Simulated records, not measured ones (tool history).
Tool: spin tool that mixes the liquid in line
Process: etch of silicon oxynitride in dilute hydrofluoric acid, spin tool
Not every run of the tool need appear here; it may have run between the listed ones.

run    day  temperature setpoint of the liquid (K)  parts of water to one part of 49 % hydrofluoric acid (parts by volume)  time under the liquid (s)  thickness taken off the silicon oxynitride on a monitor wafer (Å)
  1      0                                  297.15                                                                     190                        290                                                             21.271
  2  0.342                                  296.15                                                                     195                        290                                                             19.197
  3  0.412                                  295.65                                                                     195                        290                                                             18.148
  4  0.729                                  295.15                                                                     195                        290                                                             18.273
  5  0.971                                  294.65                                                                     195                        290                                                             17.616
  6  1.021                                  294.15                                                                     195                        290                                                             17.641
  7  1.096                                  293.65                                                                     200                        290                                                             16.322

Run 8, settings as shown, results not yet in. Your forecast:
  8  1.246                                  293.15                                                                     200                        290                                                                  ?

For run 8 the tool returned thickness taken off the silicon oxynitride on a monitor wafer (Å) 16.164.

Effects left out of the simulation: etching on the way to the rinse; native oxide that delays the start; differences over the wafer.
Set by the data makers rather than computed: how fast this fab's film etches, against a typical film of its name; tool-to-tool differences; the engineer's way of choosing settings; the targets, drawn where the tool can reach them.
